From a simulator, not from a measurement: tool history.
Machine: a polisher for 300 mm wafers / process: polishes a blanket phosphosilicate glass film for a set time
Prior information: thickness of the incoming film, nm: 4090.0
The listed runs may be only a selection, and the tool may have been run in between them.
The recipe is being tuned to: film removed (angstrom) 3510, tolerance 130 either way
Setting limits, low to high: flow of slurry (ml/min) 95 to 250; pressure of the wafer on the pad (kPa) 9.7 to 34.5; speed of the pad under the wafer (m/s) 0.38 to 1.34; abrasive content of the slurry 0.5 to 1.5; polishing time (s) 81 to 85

run  hour  flow of slurry (ml/min)  pressure of the wafer on the pad (kPa)  speed of the pad under the wafer (m/s)  abrasive content of the slurry  polishing time (s)  film removed (angstrom)
  1     0                      160                                    22.1                                    0.86                               1                  81                   5942.2
  2   4.9                      155                                    18.6                                    0.86                               1                  81                   4970.9
  3  12.2                      155                                    15.2                                    0.86                               1                  81                   4150.1
  4  20.7                      155                                    15.2                                    0.86                               1                  85                   4349.1
  5  28.2                      150                                    13.8                                    0.86                               1                  85                   3872.3
  6  34.2                      140                                    13.8                                    0.86                               1                  85                   3798.9
  7    38                      135                                    13.8                                    0.86                               1                  85                   3830.9
  8    40                      125                                    13.8                                    0.86                               1                  85                   3771.2
  9  43.8                      120                                    13.8                                    0.86                               1                  85                   3691.8
 10  46.7                      115                                    13.8                                    0.86                               1                  85                     3731
 11  50.7                      115                                    12.4                                    0.86                               1                  85                   3367.7

Exactly one of the 5 candidate moves below puts every result within its allowed miss. Which one?
  A  54.7                      125                                    12.4                                    0.76                             1.1                  85                        ?
  B  54.7                      125                                      11                                    1.02                            0.95                  81                        ?
  C  54.7                      100                                    15.2                                    0.82                            0.75                  81                        ?
  D  54.7                      125                                    11.7                                    1.04                            1.05                  85                        ?
  E  54.7                      110                                    13.8                                    0.84                               1                  82                        ?

move  film removed (angstrom)
   A                   3264.1
   B                   3300.7
   C                   3190.4
   D                   3895.5
   E                   3524.9
A: further off than the last run
B: further off than the last run
C: further off than the last run
D: the result that was furthest off in the last run now lies on the other side of its target
E: every result within its allowed miss
So the answer is move E, the one that meets all the targets.
